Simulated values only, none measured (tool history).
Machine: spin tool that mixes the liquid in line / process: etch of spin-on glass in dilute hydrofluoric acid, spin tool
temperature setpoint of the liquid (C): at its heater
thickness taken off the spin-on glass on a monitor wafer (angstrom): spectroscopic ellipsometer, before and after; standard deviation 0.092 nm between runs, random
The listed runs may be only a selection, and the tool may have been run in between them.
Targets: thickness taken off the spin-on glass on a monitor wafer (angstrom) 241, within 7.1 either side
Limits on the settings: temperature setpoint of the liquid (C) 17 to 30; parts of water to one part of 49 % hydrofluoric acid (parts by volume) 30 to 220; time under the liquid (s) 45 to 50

run,hour,temperature setpoint of the liquid (C),parts of water to one part of 49 % hydrofluoric acid (parts by volume),time under the liquid (s),thickness taken off the spin-on glass on a monitor wafer (angstrom)
1,0,22,125,45,119.9
2,5.7,22,125,50,133.63
3,9.6,23.5,120,50,148.41
4,15.3,20.5,120,50,131.98
5,19.2,20.5,145,50,105.5
6,22.9,23.5,145,50,119.73
7,29.9,25,135,50,137.7
8,34.8,26,125,50,157.27
9,39.5,27,120,50,169.62
10,47.4,27.5,115,50,182.39
11,54.5,28,110,50,196.52
12,60.9,28.5,105,50,211.81
13,69,30,95,50,247.68

5 next moves are on the table. One of them brings every result within its allowed miss. Which?
A,77.1,28,75,45,?
B,77.1,30,90,50,?
C,77.1,27,85,50,?
D,77.1,29,95,50,?
E,77.1,29,80,45,?

move,thickness taken off the spin-on glass on a monitor wafer (angstrom)
A,270.58
B,264.83
C,251.63
D,239.86
E,261.83
A: misses by more than the last run did
B: misses by more than the last run did
C: misses by more than the last run did
D: hits every target within its allowed miss
E: misses by more than the last run did
Go with D: it meets all targets.
